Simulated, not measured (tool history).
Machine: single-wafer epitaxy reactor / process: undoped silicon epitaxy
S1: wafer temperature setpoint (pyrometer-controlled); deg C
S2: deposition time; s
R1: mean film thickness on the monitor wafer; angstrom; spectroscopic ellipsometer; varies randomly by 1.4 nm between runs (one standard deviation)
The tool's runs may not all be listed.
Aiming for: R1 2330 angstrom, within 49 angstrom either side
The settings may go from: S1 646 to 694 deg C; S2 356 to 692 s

Run 1, hour 0: S1 670 deg C, S2 524 s. Result: R1 1427.3 angstrom.
Run 2, hour 3.2: S1 670 deg C, S2 474 s. Result: R1 1316.7 angstrom.
Run 3, hour 8.7: S1 670 deg C, S2 503 s. Result: R1 1397.6 angstrom.
Run 4, hour 12.1: S1 675 deg C, S2 506 s. Result: R1 1530.9 angstrom.
Run 5, hour 13.5: S1 679 deg C, S2 514 s. Result: R1 1700.4 angstrom.
Run 6, hour 15.9: S1 674 deg C, S2 514 s. Result: R1 1524.6 angstrom.
Run 7, hour 19.4: S1 679 deg C, S2 518 s. Result: R1 1734.2 angstrom.
Run 8, hour 26.6: S1 682 deg C, S2 519 s. Result: R1 1824.6 angstrom.
At hour 31.8: pyrometer calibrated.
Run 9, hour 31.8: S1 694 deg C, S2 533 s. Result: R1 2124.8 angstrom.

Pick the move, out of 5, that brings all results within their allowed miss; only one does.
Run A, hour 37: S1 693 deg C, S2 488 s. Result: R1 ?.
Run B, hour 37: S1 694 deg C, S2 572 s. Result: R1 ?.
Run C, hour 37: S1 683 deg C, S2 615 s. Result: R1 ?.
Run D, hour 37: S1 694 deg C, S2 498 s. Result: R1 ?.
Run E, hour 37: S1 688 deg C, S2 529 s. Result: R1 ?.

move      R1
   A  1950.7
   B  2331.2
   C  2021.3
   D  2029.6
   E  1918.4
A: lands further from the targets than the last run did
B: all results land within tolerance of their targets
C: lands further from the targets than the last run did
D: lands further from the targets than the last run did
E: lands further from the targets than the last run did
B is the move that brings every result within its allowed miss.
